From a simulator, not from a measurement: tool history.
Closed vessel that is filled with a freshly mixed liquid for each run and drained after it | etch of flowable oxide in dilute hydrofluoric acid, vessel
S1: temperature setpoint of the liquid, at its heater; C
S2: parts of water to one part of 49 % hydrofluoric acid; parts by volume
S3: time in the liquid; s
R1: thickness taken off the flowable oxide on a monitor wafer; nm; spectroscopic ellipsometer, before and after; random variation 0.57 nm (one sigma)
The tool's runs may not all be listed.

| run | hour | S1 | S2 | S3 | R1 |
|---|---|---|---|---|---|
| 1 | 0 | 23 | 165 | 395 | 51.718 |
| 2 | 3.7 | 25.5 | 130 | 395 | 75.776 |
| 3 | 8.6 | 25.5 | 130 | 420 | 79.702 |
| 4 | 10.2 | 28.5 | 130 | 420 | 89.824 |
| 5 | 19 | 28.5 | 130 | 395 | 84.745 |
| 6 | 24.5 | 31 | 130 | 395 | 92.474 |
| 7 | 29.7 | 31 | 65 | 395 | 202.22 |
| 8 | 37.3 | 28.5 | 65 | 395 | 185.72 |
| 9 | 39.2 | 26 | 65 | 395 | 167.53 |
| 10 | 45.5 | 24.5 | 65 | 395 | 158.3 |

Forecast run 11:
| 11 | 47.6 | 23.5 | 65 | 395 | ? |

Run 11 gave R1 150.83 nm.

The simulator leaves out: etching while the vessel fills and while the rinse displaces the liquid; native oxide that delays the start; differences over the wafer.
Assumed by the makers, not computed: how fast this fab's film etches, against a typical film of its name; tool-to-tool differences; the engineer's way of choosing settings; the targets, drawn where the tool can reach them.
